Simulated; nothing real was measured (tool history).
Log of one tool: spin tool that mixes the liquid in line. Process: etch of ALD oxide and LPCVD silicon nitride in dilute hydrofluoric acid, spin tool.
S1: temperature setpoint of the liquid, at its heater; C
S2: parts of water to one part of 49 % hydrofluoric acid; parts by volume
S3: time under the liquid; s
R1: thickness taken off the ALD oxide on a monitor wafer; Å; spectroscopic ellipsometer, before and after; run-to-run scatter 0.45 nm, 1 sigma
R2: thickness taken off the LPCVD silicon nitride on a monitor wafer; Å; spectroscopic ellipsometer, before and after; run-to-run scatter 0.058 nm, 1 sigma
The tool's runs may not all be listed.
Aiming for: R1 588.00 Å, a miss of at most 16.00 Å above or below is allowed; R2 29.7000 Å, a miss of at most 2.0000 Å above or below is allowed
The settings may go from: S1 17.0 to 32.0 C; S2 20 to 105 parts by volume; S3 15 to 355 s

run,hour,S1,S2,S3,R1,R2
1,0.0,24.0,55,180,386.84,16.7910
2,7.3,24.0,75,180,279.82,12.4940
3,16.0,24.0,75,125,191.23,8.3877
4,21.9,24.0,75,80,124.49,5.5950
5,22.6,26.0,75,80,131.11,6.4641
6,27.4,26.0,75,140,232.56,10.6230
7,31.5,27.5,65,140,288.90,13.7880
8,39.7,28.5,55,140,361.27,17.7440
9,46.5,29.0,50,140,405.50,19.5000
10,51.4,30.0,45,140,479.52,22.8770
11,58.3,30.5,45,140,485.68,23.5790
12,66.2,32.0,35,140,668.26,34.4230
13,68.0,31.5,35,140,657.42,31.6220
14,68.9,31.5,35,140,661.96,32.8020
15,73.8,31.5,40,140,563.69,29.1300
16,81.9,31.5,40,140,571.59,30.0550
17,88.8,31.0,40,140,558.07,27.4850
18,94.7,31.5,40,140,571.42,28.8540

5 candidate next runs follow, results not yet known. Just one meets every target within its allowed miss. Identify it.
A,100.6,31.5,35,125,?,?
B,100.6,31.5,35,115,?,?
C,100.6,24.0,20,100,?,?
D,100.6,23.5,20,105,?,?
E,100.6,23.0,20,105,?,?

move,R1,R2
A,597.99,29.9620
B,550.15,27.5650
C,630.50,25.0060
D,648.17,25.3710
E,634.55,24.5120
A: each result inside its tolerance
B: its largest miss is bigger than the last run's
C: moves the result that the last run missed by most past its target, out the other side
D: moves the result that the last run missed by most past its target, out the other side
E: moves the result that the last run missed by most past its target, out the other side
Answer: A
